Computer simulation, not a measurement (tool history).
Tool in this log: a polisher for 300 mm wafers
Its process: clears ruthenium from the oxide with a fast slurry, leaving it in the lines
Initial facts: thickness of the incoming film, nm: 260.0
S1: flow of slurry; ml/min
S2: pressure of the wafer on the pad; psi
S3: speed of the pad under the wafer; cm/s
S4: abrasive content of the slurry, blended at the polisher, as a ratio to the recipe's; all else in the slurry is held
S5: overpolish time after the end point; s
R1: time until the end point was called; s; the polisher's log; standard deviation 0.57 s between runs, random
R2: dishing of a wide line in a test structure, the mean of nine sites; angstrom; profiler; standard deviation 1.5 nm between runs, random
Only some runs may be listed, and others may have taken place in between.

| run | hour | S1 | S2 | S3 | S4 | S5 | R1 | R2 |
|---|---|---|---|---|---|---|---|---|
| 1 | 0.0 | 250 | 2.7 | 98 | 1.00 | 20 | 72.348 | 459.66 |
| 2 | 0.8 | 250 | 2.1 | 98 | 1.00 | 20 | 85.446 | 407.47 |
| 3 | 2.3 | 250 | 2.7 | 108 | 1.00 | 21 | 66.345 | 500.74 |
| 4 | 10.4 | 250 | 2.7 | 108 | 1.00 | 26 | 67.039 | 585.24 |
| 5 | 11.2 | 250 | 2.3 | 108 | 1.00 | 26 | 76.806 | 532.38 |
| 6 | 19.6 | 195 | 2.3 | 108 | 1.00 | 26 | 77.053 | 524.53 |
| 7 | 28.3 | 195 | 2.9 | 114 | 1.00 | 25 | 62.420 | 583.45 |

Run 8 is up next; what results do you expect?
| 8 | 35.2 | 200 | 3.6 | 138 | 1.05 | 23 | ? | ? |

Logged for run 8: R1 42.469 s, R2 653.34 angstrom.
